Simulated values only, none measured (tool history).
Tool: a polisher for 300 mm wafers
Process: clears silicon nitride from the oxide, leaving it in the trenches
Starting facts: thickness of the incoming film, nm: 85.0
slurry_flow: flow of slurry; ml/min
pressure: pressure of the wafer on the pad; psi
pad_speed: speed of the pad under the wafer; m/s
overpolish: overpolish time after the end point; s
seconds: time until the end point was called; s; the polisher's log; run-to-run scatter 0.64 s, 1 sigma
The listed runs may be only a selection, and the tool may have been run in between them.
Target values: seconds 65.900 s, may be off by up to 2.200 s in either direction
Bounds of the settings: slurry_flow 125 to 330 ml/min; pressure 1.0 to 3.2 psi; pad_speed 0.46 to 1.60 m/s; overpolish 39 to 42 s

| run | hour | slurry_flow | pressure | pad_speed | overpolish | seconds |
|---|---|---|---|---|---|---|
| 1 | 0.0 | 210 | 2.1 | 1.02 | 39 | 112.730 |
| 2 | 3.5 | 215 | 2.3 | 1.02 | 39 | 100.720 |
| 3 | 10.1 | 220 | 2.5 | 1.02 | 39 | 94.975 |
| 4 | 14.0 | 220 | 2.6 | 1.04 | 39 | 89.395 |
| 5 | 19.4 | 220 | 2.6 | 1.04 | 39 | 90.047 |
| 6 | 24.4 | 220 | 2.7 | 1.06 | 39 | 83.144 |
| 7 | 31.1 | 220 | 2.8 | 1.06 | 39 | 79.886 |
| 8 | 37.7 | 220 | 2.9 | 1.06 | 39 | 79.329 |
| 9 | 41.4 | 225 | 3.0 | 1.08 | 39 | 75.793 |
| 10 | 46.6 | 225 | 3.0 | 1.10 | 39 | 73.689 |
| 11 | 50.3 | 225 | 3.0 | 1.12 | 39 | 71.046 |
| 12 | 57.6 | 225 | 3.1 | 1.12 | 39 | 69.774 |

Exercise: of the 5 proposed moves below, exactly one satisfies all targets within the stated allowed misses. Which move is it?
| A | 64.9 | 260 | 3.1 | 1.10 | 39 | ? |
| B | 64.9 | 215 | 2.8 | 1.22 | 39 | ? |
| C | 64.9 | 240 | 3.2 | 1.14 | 42 | ? |
| D | 64.9 | 190 | 3.2 | 1.00 | 39 | ? |
| E | 64.9 | 220 | 2.8 | 1.22 | 42 | ? |

| move | seconds |
|---|---|
| A | 69.515 |
| B | 71.733 |
| C | 65.905 |
| D | 76.299 |
| E | 71.513 |
A: closes in on the targets versus the last run, not all within tolerance yet
B: its largest miss is bigger than the last run's
C: all results land within tolerance of their targets
D: its largest miss is bigger than the last run's
E: its largest miss is bigger than the last run's
Go with C: it meets all targets.
